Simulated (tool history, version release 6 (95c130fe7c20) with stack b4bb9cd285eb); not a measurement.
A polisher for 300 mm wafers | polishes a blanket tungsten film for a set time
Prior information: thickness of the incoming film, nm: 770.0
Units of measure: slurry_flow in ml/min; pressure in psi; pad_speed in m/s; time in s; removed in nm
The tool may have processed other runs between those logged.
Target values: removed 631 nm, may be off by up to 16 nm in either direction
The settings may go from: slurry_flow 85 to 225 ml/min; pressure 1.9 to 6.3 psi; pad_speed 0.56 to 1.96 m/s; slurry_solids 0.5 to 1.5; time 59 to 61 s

run	day	slurry_flow	pressure	pad_speed	slurry_solids	time	removed
1	0	145	4.1	1.26	1	59	446.15
2	0.088	145	4.1	1.36	1	59	481.51
3	0.454	145	4.1	1.36	1	61	498.3
4	0.483	130	4.1	1.36	1	61	481.55
5	0.633	130	4.1	1.36	0.9	61	472.63
6	0.783	130	4.1	1.2	0.9	61	421.29
7	0.925	140	4.2	1.2	0.9	61	436.67
8	1.171	145	4.3	1.2	0.9	61	447.42

Exercise: of the 4 proposed moves below, exactly one satisfies all targets within the stated allowed misses. Which move is it?
A	1.417	120	5.2	1.56	0.5	60	?
B	1.417	175	5.2	1.2	1.1	61	?
C	1.417	130	5.1	1.44	0.95	61	?
D	1.417	155	4.5	1.76	0.8	61	?

move	removed
A	597.1
B	584.37
C	629.37
D	678.6
A: nearer than the last run, and not there yet
B: nearer than the last run, and not there yet
C: in spec on every target
D: pushes the last run's worst result past its target
Move C is the one to make.
